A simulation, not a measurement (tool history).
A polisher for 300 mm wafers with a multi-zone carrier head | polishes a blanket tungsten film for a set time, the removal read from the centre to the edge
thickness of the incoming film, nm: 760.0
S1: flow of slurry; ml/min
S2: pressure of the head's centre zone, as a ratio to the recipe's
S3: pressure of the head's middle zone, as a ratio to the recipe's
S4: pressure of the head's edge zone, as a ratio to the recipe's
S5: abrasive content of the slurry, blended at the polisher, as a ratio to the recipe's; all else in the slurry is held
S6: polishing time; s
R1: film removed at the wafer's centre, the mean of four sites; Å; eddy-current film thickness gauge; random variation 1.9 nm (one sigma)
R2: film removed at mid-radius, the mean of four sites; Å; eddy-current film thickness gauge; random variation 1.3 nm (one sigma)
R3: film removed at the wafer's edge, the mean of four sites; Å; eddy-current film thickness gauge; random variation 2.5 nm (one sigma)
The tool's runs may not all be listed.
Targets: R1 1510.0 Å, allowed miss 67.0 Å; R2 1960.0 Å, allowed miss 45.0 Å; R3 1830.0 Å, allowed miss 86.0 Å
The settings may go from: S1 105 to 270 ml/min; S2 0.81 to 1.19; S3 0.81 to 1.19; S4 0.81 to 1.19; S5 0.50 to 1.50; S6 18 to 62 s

run	hour	S1	S2	S3	S4	S5	S6	R1	R2	R3
1	0.0	175	1.00	1.00	1.00	1.00	40	2154.6	2246.2	2259.5
2	2.6	165	0.96	1.00	0.97	0.90	40	1976.2	2144.0	2192.4
3	11.3	165	0.94	1.02	0.94	0.80	39	1825.3	2066.6	1961.5
4	14.3	155	0.92	1.02	0.93	0.80	39	1810.5	2044.2	1933.4
5	16.3	155	0.97	1.02	0.93	0.80	39	1922.6	2025.2	1947.9
6	24.6	130	0.97	1.02	0.93	0.80	39	1730.8	1960.8	1907.9
7	25.6	125	0.96	1.03	0.93	0.80	39	1730.5	1973.5	1921.4
8	33.4	120	0.94	1.04	0.92	0.80	39	1721.2	1946.3	1862.7
9	36.6	115	0.91	1.05	0.93	0.80	39	1593.5	1939.9	1820.5
10	44.2	115	0.90	1.05	0.94	0.80	39	1577.2	1935.8	1886.7

Which of these 4 next moves meets every target?
A	51.8	115	0.91	1.05	0.93	0.90	38	?	?	?
B	51.8	125	0.90	0.99	0.91	0.80	39	?	?	?
C	51.8	120	0.94	1.04	0.88	1.10	36	?	?	?
D	51.8	115	0.88	1.11	0.97	0.85	37	?	?	?

move	R1	R2	R3
A	1629.9	1939.2	1857.4
B	1632.7	1872.9	1844.9
C	1726.7	1970.1	1846.6
D	1505.8	1933.6	1808.5
A: further off than the last run
B: further off than the last run
C: further off than the last run
D: meets every target
The right move is D.

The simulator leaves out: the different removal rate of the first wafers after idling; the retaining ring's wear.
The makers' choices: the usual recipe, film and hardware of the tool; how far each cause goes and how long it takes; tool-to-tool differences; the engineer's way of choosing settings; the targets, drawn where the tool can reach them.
